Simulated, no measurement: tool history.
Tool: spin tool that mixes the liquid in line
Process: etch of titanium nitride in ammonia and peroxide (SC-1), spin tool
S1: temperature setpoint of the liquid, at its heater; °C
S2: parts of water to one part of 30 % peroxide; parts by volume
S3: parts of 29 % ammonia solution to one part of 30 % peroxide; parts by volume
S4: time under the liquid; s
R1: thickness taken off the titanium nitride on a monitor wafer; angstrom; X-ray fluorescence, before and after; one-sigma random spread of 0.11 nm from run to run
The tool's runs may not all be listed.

run 1 hour=0 | S1=54 S2=6.5 S3=0.5 S4=80 | R1=57.138
run 2 hour=2.2 | S1=54 S2=7.5 S3=0.5 S4=80 | R1=53.539
run 3 hour=9.4 | S1=54 S2=7.5 S3=0.4 S4=80 | R1=52.009
run 4 hour=17.7 | S1=56 S2=7.5 S3=0.4 S4=80 | R1=59.643
run 5 hour=20.9 | S1=49.5 S2=7.5 S3=0.4 S4=80 | R1=38.113
run 6 hour=24.1 | S1=49.5 S2=7.5 S3=0.55 S4=80 | R1=39.767

Estimate the outcome of run 7 from the log above:
run 7 hour=28.2 | S1=52 S2=7.5 S3=0.55 S4=80 | R1=?

{"run 7": {"R1": 47.724}}
